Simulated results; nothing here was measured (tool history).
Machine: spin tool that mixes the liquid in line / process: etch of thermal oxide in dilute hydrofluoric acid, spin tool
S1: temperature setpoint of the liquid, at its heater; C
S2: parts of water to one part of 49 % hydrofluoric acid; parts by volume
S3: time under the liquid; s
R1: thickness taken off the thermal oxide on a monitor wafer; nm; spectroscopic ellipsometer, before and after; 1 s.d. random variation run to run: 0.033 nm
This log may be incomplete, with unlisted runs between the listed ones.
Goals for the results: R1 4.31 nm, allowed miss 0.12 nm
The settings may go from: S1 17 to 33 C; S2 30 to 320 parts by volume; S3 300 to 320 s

Run 1, hour 0: S1 25 C, S2 175 parts by volume, S3 300 s. Result: R1 7.2267 nm.
Run 2, hour 4: S1 25 C, S2 175 parts by volume, S3 300 s. Result: R1 7.1855 nm.
Run 3, hour 7.8: S1 22.5 C, S2 185 parts by volume, S3 300 s. Result: R1 6.1275 nm.
Run 4, hour 8.6: S1 21 C, S2 195 parts by volume, S3 300 s. Result: R1 5.4322 nm.
Run 5, hour 16: S1 20 C, S2 200 parts by volume, S3 300 s. Result: R1 5.0347 nm.
Run 6, hour 18.9: S1 18.5 C, S2 200 parts by volume, S3 300 s. Result: R1 4.7511 nm.
Run 7, hour 20.7: S1 18 C, S2 200 parts by volume, S3 300 s. Result: R1 4.6613 nm.
Run 8, hour 25.5: S1 17.5 C, S2 200 parts by volume, S3 300 s. Result: R1 4.5637 nm.

Which one of the following 5 next-run settings gets every result inside its allowed miss? There is exactly one.
Run A, hour 30.3: S1 18 C, S2 190 parts by volume, S3 300 s. Result: R1 ?.
Run B, hour 30.3: S1 17 C, S2 190 parts by volume, S3 300 s. Result: R1 ?.
Run C, hour 30.3: S1 18 C, S2 195 parts by volume, S3 305 s. Result: R1 ?.
Run D, hour 30.3: S1 23.5 C, S2 225 parts by volume, S3 300 s. Result: R1 ?.
Run E, hour 30.3: S1 17 C, S2 220 parts by volume, S3 320 s. Result: R1 ?.

move      R1
   A  4.9678
   B  4.7735
   C  4.8979
   D  4.9975
   E  4.2789
A: moves away from the targets compared with the last run
B: moves away from the targets compared with the last run
C: moves away from the targets compared with the last run
D: moves away from the targets compared with the last run
E: in spec on every target
So the answer is move E, the one that meets all the targets.
